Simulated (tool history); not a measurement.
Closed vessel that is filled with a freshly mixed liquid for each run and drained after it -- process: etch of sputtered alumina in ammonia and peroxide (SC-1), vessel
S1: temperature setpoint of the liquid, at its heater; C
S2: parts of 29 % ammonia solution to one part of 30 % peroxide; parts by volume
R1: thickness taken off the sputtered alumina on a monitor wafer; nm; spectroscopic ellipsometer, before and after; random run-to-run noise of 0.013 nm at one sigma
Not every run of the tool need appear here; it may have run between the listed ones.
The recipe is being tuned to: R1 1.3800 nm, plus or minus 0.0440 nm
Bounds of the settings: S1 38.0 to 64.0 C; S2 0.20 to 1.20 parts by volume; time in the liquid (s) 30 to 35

Run 1, hour 0.0: S1 48.0 C, S2 0.90 parts by volume, time in the liquid (s) 35. Result: R1 1.9715 nm.
Run 2, hour 8.5: S1 48.0 C, S2 0.90 parts by volume, time in the liquid (s) 30. Result: R1 1.6637 nm.
Run 3, hour 17.2: S1 47.5 C, S2 0.90 parts by volume, time in the liquid (s) 30. Result: R1 1.6452 nm.
Run 4, hour 25.7: S1 47.0 C, S2 0.90 parts by volume, time in the liquid (s) 30. Result: R1 1.5942 nm.
Run 5, hour 30.1: S1 47.0 C, S2 0.60 parts by volume, time in the liquid (s) 30. Result: R1 1.5167 nm.
Run 6, hour 35.4: S1 47.0 C, S2 0.75 parts by volume, time in the liquid (s) 30. Result: R1 1.5316 nm.
Run 7, hour 37.6: S1 46.5 C, S2 0.75 parts by volume, time in the liquid (s) 30. Result: R1 1.5049 nm.
Run 8, hour 41.8: S1 46.0 C, S2 0.75 parts by volume, time in the liquid (s) 30. Result: R1 1.4685 nm.

Below are 4 possible settings for the next run. Only one of them brings all results inside the allowed miss of their targets. Which is it?
Run A, hour 46.0: S1 47.5 C, S2 0.70 parts by volume, time in the liquid (s) 30. Result: R1 ?.
Run B, hour 46.0: S1 47.0 C, S2 0.60 parts by volume, time in the liquid (s) 30. Result: R1 ?.
Run C, hour 46.0: S1 46.5 C, S2 0.80 parts by volume, time in the liquid (s) 30. Result: R1 ?.
Run D, hour 46.0: S1 45.0 C, S2 0.85 parts by volume, time in the liquid (s) 30. Result: R1 ?.

move      R1
   A  1.5801
   B  1.5140
   C  1.5129
   D  1.3977
A: its largest miss is bigger than the last run's
B: its largest miss is bigger than the last run's
C: its largest miss is bigger than the last run's
D: hits every target within its allowed miss
The right move is D.

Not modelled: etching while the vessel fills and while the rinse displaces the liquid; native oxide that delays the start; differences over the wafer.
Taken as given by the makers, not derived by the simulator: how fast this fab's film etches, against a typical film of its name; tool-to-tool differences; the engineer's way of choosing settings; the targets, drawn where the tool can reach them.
